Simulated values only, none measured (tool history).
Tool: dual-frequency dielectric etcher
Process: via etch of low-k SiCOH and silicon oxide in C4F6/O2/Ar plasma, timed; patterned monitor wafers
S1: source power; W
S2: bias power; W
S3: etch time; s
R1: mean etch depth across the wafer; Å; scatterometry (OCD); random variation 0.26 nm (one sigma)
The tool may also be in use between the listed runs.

{"run": 1, "hour": 0.0, "S1": 300, "S2": 231, "S3": 27.5, "R1": 728.38}
{"run": 2, "hour": 8.1, "S1": 300, "S2": 216, "S3": 27.5, "R1": 715.01}
{"run": 3, "hour": 15.8, "S1": 260, "S2": 199, "S3": 27.5, "R1": 651.93}
{"run": 4, "hour": 16.6, "S1": 260, "S2": 218, "S3": 27.5, "R1": 666.68}
{"run": 5, "hour": 24.0, "S1": 260, "S2": 218, "S3": 25.0, "R1": 604.68}
{"run": 6, "hour": 26.0, "S1": 300, "S2": 218, "S3": 25.0, "R1": 651.73}
{"run": 7, "hour": 34.9, "S1": 270, "S2": 216, "S3": 25.0, "R1": 618.19}
{"run": 8, "hour": 40.5, "S1": 210, "S2": 211, "S3": 25.0, "R1": 532.08}

Forecast run 9:
{"run": 9, "hour": 42.2, "S1": 220, "S2": 211, "S3": 25.0, "R1": "?"}

R1: 551.83 Å
